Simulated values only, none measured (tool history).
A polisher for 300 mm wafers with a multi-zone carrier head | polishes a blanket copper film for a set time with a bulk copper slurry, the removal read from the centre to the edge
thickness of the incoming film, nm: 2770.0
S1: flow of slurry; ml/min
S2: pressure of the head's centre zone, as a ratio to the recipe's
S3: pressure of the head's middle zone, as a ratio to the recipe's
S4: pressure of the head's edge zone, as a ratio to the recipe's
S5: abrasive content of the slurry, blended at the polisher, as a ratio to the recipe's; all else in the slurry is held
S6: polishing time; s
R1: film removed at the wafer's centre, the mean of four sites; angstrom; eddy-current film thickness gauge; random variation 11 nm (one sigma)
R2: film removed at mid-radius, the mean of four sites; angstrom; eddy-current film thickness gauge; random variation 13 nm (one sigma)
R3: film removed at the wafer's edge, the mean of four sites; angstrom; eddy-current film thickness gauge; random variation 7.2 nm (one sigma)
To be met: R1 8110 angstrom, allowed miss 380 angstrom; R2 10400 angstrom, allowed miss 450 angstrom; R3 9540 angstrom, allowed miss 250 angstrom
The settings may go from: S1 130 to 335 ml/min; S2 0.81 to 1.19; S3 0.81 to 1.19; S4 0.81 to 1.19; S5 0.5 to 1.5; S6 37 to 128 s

{"run": 1, "hour": 0.0, "S1": 215, "S2": 1, "S3": 1, "S4": 1, "S5": 1, "S6": 82, "R1": 10770, "R2": 11194, "R3": 10807}
{"run": 2, "hour": 1.4, "S1": 245, "S2": 1, "S3": 1, "S4": 1, "S5": 1, "S6": 82, "R1": 11102, "R2": 11187, "R3": 10960}
{"run": 3, "hour": 3.5, "S1": 290, "S2": 1, "S3": 1, "S4": 1, "S5": 1, "S6": 82, "R1": 11323, "R2": 11329, "R3": 11014}
{"run": 4, "hour": 11.3, "S1": 280, "S2": 0.96, "S3": 1, "S4": 0.98, "S5": 0.9, "S6": 82, "R1": 10731, "R2": 11181, "R3": 11003}
{"run": 5, "hour": 15.9, "S1": 280, "S2": 0.96, "S3": 1, "S4": 1.02, "S5": 0.9, "S6": 82, "R1": 10907, "R2": 11152, "R3": 10967}
{"run": 6, "hour": 18.1, "S1": 280, "S2": 0.96, "S3": 1, "S4": 1.02, "S5": 0.7, "S6": 82, "R1": 10286, "R2": 11005, "R3": 10563}
{"run": 7, "hour": 26.4, "S1": 280, "S2": 0.96, "S3": 1, "S4": 1.02, "S5": 0.7, "S6": 82, "R1": 10376, "R2": 10963, "R3": 10641}
{"run": 8, "hour": 29.0, "S1": 280, "S2": 0.96, "S3": 1, "S4": 1.02, "S5": 0.7, "S6": 82, "R1": 10655, "R2": 11024, "R3": 10432}
{"run": 9, "hour": 36.2, "S1": 220, "S2": 0.86, "S3": 1.05, "S4": 1.01, "S5": 0.5, "S6": 81, "R1": 8631.4, "R2": 10440, "R3": 9742.3}
{"run": 10, "hour": 40.7, "S1": 215, "S2": 0.85, "S3": 1.05, "S4": 1.01, "S5": 0.5, "S6": 81, "R1": 8542, "R2": 10485, "R3": 9792.8}

Which of these 4 next moves meets every target?
{"run": "A", "hour": 45.2, "S1": 225, "S2": 0.88, "S3": 1.07, "S4": 1.13, "S5": 0.75, "S6": 77, "R1": "?", "R2": "?", "R3": "?"}
{"run": "B", "hour": 45.2, "S1": 180, "S2": 0.84, "S3": 0.97, "S4": 1.11, "S5": 0.55, "S6": 80, "R1": "?", "R2": "?", "R3": "?"}
{"run": "C", "hour": 45.2, "S1": 205, "S2": 0.81, "S3": 1.05, "S4": 1.11, "S5": 0.5, "S6": 81, "R1": "?", "R2": "?", "R3": "?"}
{"run": "D", "hour": 45.2, "S1": 255, "S2": 0.81, "S3": 1.03, "S4": 0.91, "S5": 0.5, "S6": 80, "R1": "?", "R2": "?", "R3": "?"}

move=A R1=8807.1 R2=10466 R3=10357
move=B R1=8107.2 R2=9315.4 R3=10043
move=C R1=8048.8 R2=10205 R3=10218
move=D R1=8217.4 R2=10218 R3=9518.6
A: further off than the last run
B: brings the result that was furthest off to its target, and leaves another outside
C: brings the result that was furthest off to its target, and leaves another outside
D: meets every target
Answer: D
